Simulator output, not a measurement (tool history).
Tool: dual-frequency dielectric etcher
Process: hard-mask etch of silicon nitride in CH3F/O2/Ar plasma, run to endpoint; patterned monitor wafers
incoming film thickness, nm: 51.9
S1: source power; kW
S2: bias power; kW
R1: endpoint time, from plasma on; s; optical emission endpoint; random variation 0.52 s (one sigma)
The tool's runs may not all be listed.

run	hour	S1	S2	R1
1	0.0	0.450	0.060	71.100
2	7.5	0.500	0.060	68.850
3	12.3	0.450	0.056	72.459
4	20.3	0.410	0.053	76.470
5	24.7	0.410	0.045	80.913
6	28.2	0.410	0.050	78.087

Run 7 comes next. What will it give?
7	30.2	0.390	0.049	?

Run 7 gave R1 80.202 s.
